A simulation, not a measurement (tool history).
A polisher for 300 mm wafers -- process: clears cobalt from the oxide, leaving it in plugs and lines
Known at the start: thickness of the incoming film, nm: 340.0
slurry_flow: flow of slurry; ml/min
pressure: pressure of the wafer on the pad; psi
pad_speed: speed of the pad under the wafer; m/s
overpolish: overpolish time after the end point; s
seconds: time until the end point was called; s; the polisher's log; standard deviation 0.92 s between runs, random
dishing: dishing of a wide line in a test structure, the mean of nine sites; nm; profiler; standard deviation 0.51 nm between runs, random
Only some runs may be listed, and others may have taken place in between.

run	day	slurry_flow	pressure	pad_speed	overpolish	seconds	dishing
1	0.000	285	2.3	0.86	28	82.268	38.636
2	0.208	285	2.6	0.86	28	71.753	38.718
3	0.542	335	2.6	0.86	28	72.552	39.183
4	0.767	400	2.6	0.86	28	70.757	38.447
5	0.867	400	2.6	0.98	28	62.525	39.595
6	1.079	440	2.6	0.98	28	61.596	39.739
7	1.167	440	2.7	0.90	22	63.565	38.313
8	1.425	440	2.6	0.90	18	66.142	34.974
9	1.542	440	2.6	0.90	18	67.281	35.609
10	1.638	440	2.4	0.98	15	65.383	33.890
11	1.862	440	2.0	1.08	13	73.998	32.089
12	2.133	440	1.9	1.16	12	72.881	30.005

What will run 13 give?
13	2.362	435	1.8	1.22	11	?	?

Run 13 yielded seconds 70.278 s, dishing 28.484 nm.
